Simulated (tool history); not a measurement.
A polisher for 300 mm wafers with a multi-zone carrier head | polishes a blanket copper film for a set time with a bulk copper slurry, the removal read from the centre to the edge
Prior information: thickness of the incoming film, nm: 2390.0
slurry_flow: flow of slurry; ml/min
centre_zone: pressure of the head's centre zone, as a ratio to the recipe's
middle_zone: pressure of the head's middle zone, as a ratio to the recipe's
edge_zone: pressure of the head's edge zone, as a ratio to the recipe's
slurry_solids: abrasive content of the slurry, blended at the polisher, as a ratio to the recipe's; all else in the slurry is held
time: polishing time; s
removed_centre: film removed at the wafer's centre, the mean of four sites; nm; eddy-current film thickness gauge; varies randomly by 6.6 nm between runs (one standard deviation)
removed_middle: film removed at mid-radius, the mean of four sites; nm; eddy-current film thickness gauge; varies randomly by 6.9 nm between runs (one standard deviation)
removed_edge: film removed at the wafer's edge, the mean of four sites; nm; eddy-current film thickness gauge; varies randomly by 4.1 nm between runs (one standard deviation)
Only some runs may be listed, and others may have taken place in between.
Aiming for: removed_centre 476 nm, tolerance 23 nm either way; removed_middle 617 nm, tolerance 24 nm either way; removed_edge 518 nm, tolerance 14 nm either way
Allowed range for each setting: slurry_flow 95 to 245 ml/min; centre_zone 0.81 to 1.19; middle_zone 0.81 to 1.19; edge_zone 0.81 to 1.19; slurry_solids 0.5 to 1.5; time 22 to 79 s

run    day  slurry_flow  centre_zone  middle_zone  edge_zone  slurry_solids  time  removed_centre  removed_middle  removed_edge
  1      0          155            1            1          1              1    50          625.13          618.46        618.66
  2  0.029          155         1.04            1          1              1    50          641.23          604.02        607.95
  3  0.304          150         1.01         1.02       0.98           0.95    50          618.52           603.5        598.48
  4  0.625          125         1.01         1.02       0.98           0.95    50          586.09          590.49        583.07
  5  0.683          125         1.01         1.02       0.98           0.95    38          459.83          448.05        446.56
  6  1.046          140         0.98         1.05       0.98              1    38          464.46           469.6        454.62
  7    1.4          150         0.95         1.08       0.98            1.1    38           459.5           503.6        469.22
  8  1.679          160         0.94          1.1       0.99           1.15    38          462.53          522.33        482.09
  9  1.875          170         0.93         1.12       0.99           1.15    38          471.71          530.79        487.25

Exercise: of the 4 proposed moves below, exactly one satisfies all targets within the stated allowed misses. Which move is it?
  A  2.071          195         0.92         1.09       1.05           0.95    40               ?               ?             ?
  B  2.071          150         0.87         1.19       0.93            1.2    42               ?               ?             ?
  C  2.071          145         0.81         1.16       1.07            1.3    42               ?               ?             ?
  D  2.071          175         0.96         1.13       0.99            1.1    44               ?               ?             ?

move  removed_centre  removed_middle  removed_edge
   A          472.44          533.35        512.72
   B           469.5          607.78        515.91
   C          441.02          600.87        559.03
   D           548.8          613.13        557.44
A: roughly where the last run was
B: hits every target within its allowed miss
C: brings the last run's worst result on target, with another outside its allowed miss
D: brings the last run's worst result on target, with another outside its allowed miss
Correct choice: B, which meets every target
